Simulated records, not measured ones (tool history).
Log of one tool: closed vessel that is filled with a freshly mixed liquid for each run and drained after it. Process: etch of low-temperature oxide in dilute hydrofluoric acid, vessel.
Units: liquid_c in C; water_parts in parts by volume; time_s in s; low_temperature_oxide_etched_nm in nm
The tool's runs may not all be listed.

run,hour,liquid_c,water_parts,time_s,low_temperature_oxide_etched_nm
1,0,21,135,105,12.321
2,3.3,23.5,120,105,15.592
3,6.3,25,110,105,18.312
4,10.7,26,105,105,19.911
5,11.9,26,105,110,21.029
6,20.1,27,100,110,22.956
7,22.3,27.5,100,110,23.357

Run 8 comes next. What will it give?
8,27.5,28,100,110,?

{"run 8": {"low_temperature_oxide_etched_nm": 23.769}}

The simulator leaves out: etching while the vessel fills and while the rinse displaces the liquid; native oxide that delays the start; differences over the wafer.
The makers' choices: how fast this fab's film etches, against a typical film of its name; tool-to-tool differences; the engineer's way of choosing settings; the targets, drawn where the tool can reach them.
